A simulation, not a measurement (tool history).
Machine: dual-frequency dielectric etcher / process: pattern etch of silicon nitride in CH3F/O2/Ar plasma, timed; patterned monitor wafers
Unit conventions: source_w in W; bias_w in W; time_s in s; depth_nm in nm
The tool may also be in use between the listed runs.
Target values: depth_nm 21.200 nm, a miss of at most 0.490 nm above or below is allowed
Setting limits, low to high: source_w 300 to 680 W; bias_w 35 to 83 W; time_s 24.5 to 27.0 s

| run | day | source_w | bias_w | time_s | depth_nm |
|---|---|---|---|---|---|
| 1 | 0.000 | 490 | 59 | 27.0 | 18.306 |
| 2 | 0.071 | 490 | 59 | 24.5 | 16.772 |
| 3 | 0.350 | 530 | 59 | 24.5 | 17.367 |
| 4 | 0.400 | 530 | 64 | 24.5 | 17.862 |
| 5 | 0.708 | 460 | 64 | 24.5 | 16.606 |
| 6 | 1.042 | 480 | 65 | 24.5 | 16.959 |
| 7 | 1.300 | 500 | 66 | 24.5 | 17.442 |
| 8 | 1.521 | 520 | 67 | 24.5 | 18.089 |
| 9 | 1.808 | 530 | 67 | 24.5 | 18.214 |
| 10 | 2.138 | 540 | 67 | 24.5 | 18.296 |
| 11 | 2.258 | 640 | 78 | 25.5 | 21.716 |

Which single option among these 4 for the next run brings every result within its allowed miss of target? Just one does.
| A | 2.379 | 680 | 77 | 25.5 | ? |
| B | 2.379 | 680 | 61 | 26.5 | ? |
| C | 2.379 | 640 | 83 | 25.5 | ? |
| D | 2.379 | 680 | 83 | 25.0 | ? |

| move | depth_nm |
|---|---|
| A | 22.264 |
| B | 21.270 |
| C | 22.301 |
| D | 22.442 |
A: its largest miss is bigger than the last run's
B: hits every target within its allowed miss
C: its largest miss is bigger than the last run's
D: its largest miss is bigger than the last run's
Go with B: it meets all targets.
